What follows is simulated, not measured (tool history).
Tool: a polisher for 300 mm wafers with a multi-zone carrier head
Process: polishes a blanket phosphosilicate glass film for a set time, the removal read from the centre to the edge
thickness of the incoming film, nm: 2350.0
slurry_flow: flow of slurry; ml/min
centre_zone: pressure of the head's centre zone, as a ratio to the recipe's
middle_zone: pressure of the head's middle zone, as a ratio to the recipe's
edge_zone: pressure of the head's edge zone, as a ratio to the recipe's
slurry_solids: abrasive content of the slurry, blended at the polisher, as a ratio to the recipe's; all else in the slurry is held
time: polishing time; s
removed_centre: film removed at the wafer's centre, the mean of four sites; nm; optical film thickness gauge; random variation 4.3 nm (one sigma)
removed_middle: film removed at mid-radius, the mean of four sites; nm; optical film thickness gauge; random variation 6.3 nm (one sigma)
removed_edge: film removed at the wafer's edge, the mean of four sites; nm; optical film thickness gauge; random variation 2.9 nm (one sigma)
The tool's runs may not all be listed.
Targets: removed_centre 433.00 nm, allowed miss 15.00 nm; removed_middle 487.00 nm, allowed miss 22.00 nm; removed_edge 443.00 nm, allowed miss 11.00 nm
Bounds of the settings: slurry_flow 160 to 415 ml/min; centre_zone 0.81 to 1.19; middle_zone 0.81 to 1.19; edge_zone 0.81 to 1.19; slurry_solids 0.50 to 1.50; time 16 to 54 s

{"run": 1, "day": 0.0, "slurry_flow": 265, "centre_zone": 1.0, "middle_zone": 1.0, "edge_zone": 1.0, "slurry_solids": 1.0, "time": 35, "removed_centre": 383.6, "removed_middle": 380.09, "removed_edge": 383.3}
{"run": 2, "day": 0.25, "slurry_flow": 265, "centre_zone": 1.0, "middle_zone": 1.0, "edge_zone": 1.0, "slurry_solids": 1.0, "time": 29, "removed_centre": 312.52, "removed_middle": 314.1, "removed_edge": 319.31}
{"run": 3, "day": 0.529, "slurry_flow": 275, "centre_zone": 1.01, "middle_zone": 1.05, "edge_zone": 1.03, "slurry_solids": 1.15, "time": 29, "removed_centre": 329.35, "removed_middle": 346.86, "removed_edge": 338.31}
{"run": 4, "day": 0.667, "slurry_flow": 280, "centre_zone": 1.02, "middle_zone": 1.08, "edge_zone": 1.05, "slurry_solids": 1.25, "time": 30, "removed_centre": 359.42, "removed_middle": 374.68, "removed_edge": 362.72}
{"run": 5, "day": 1.025, "slurry_flow": 290, "centre_zone": 1.02, "middle_zone": 1.11, "edge_zone": 1.06, "slurry_solids": 1.3, "time": 31, "removed_centre": 383.02, "removed_middle": 410.92, "removed_edge": 382.98}
{"run": 6, "day": 1.183, "slurry_flow": 335, "centre_zone": 1.02, "middle_zone": 1.11, "edge_zone": 1.06, "slurry_solids": 1.3, "time": 31, "removed_centre": 390.45, "removed_middle": 413.73, "removed_edge": 391.31}
{"run": 7, "day": 1.279, "slurry_flow": 340, "centre_zone": 1.02, "middle_zone": 1.13, "edge_zone": 1.07, "slurry_solids": 1.35, "time": 31, "removed_centre": 392.22, "removed_middle": 428.47, "removed_edge": 389.72}
{"run": 8, "day": 1.479, "slurry_flow": 340, "centre_zone": 1.02, "middle_zone": 1.13, "edge_zone": 1.07, "slurry_solids": 1.35, "time": 31, "removed_centre": 385.32, "removed_middle": 413.71, "removed_edge": 395.58}
{"run": 9, "day": 1.796, "slurry_flow": 335, "centre_zone": 1.02, "middle_zone": 1.15, "edge_zone": 1.07, "slurry_solids": 1.4, "time": 32, "removed_centre": 416.06, "removed_middle": 460.75, "removed_edge": 410.56}
{"run": 10, "day": 2.15, "slurry_flow": 335, "centre_zone": 1.02, "middle_zone": 1.15, "edge_zone": 1.07, "slurry_solids": 1.4, "time": 32, "removed_centre": 407.71, "removed_middle": 448.42, "removed_edge": 414.14}
{"run": 11, "day": 2.304, "slurry_flow": 335, "centre_zone": 1.02, "middle_zone": 1.16, "edge_zone": 1.07, "slurry_solids": 1.45, "time": 32, "removed_centre": 424.34, "removed_middle": 460.7, "removed_edge": 416.89}

Which of these 4 next moves meets every target?
{"run": "A", "day": 2.458, "slurry_flow": 360, "centre_zone": 1.0, "middle_zone": 1.16, "edge_zone": 1.06, "slurry_solids": 1.5, "time": 34, "removed_centre": "?", "removed_middle": "?", "removed_edge": "?"}
{"run": "B", "day": 2.458, "slurry_flow": 355, "centre_zone": 1.08, "middle_zone": 1.15, "edge_zone": 1.06, "slurry_solids": 1.5, "time": 34, "removed_centre": "?", "removed_middle": "?", "removed_edge": "?"}
{"run": "C", "day": 2.458, "slurry_flow": 305, "centre_zone": 1.16, "middle_zone": 1.05, "edge_zone": 1.04, "slurry_solids": 1.5, "time": 32, "removed_centre": "?", "removed_middle": "?", "removed_edge": "?"}
{"run": "D", "day": 2.458, "slurry_flow": 375, "centre_zone": 1.05, "middle_zone": 1.19, "edge_zone": 1.03, "slurry_solids": 1.35, "time": 33, "removed_centre": "?", "removed_middle": "?", "removed_edge": "?"}

move=A removed_centre=445.25 removed_middle=498.68 removed_edge=449.15
move=B removed_centre=478.82 removed_middle=494.18 removed_edge=448.80
move=C removed_centre=475.02 removed_middle=424.04 removed_edge=415.18
move=D removed_centre=439.26 removed_middle=479.53 removed_edge=417.20
A: meets every target
B: brings the result that was furthest off to its target, and leaves another outside
C: further off than the last run
D: as far off as the last run
Move A is the one to make.
